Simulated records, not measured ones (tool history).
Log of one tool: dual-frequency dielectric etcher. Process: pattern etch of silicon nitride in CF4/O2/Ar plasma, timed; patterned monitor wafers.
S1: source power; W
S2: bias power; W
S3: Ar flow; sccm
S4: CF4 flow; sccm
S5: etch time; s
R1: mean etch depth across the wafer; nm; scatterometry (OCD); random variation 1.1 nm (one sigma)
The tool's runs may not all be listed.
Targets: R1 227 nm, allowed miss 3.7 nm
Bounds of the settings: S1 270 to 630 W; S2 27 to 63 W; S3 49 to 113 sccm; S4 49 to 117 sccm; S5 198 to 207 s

run	hour	S1	S2	S3	S4	S5	R1
1	0	450	45	81	83	198	342.98
2	8.6	450	45	81	83	207	359.35
3	13.5	390	41	83	82	207	304.18
4	22.2	350	40	84	82	207	269.59
5	25.1	350	40	73	82	207	272.72
6	30.2	350	40	73	90	207	274.74
7	39	320	40	73	90	207	250.35
8	39.8	310	40	73	90	207	242.65
9	45.5	300	40	73	90	207	234.74

Which of these 4 next moves meets every target?
A	51.2	270	58	74	117	198	?
B	51.2	300	45	72	117	200	?
C	51.2	300	39	74	84	198	?
D	51.2	310	35	79	75	198	?

move	R1
A	225.69
B	237.64
C	221.01
D	219.47
A: meets every target
B: further off than the last run
C: takes the result that was furthest off past its target
D: takes the result that was furthest off past its target
The right move is A.
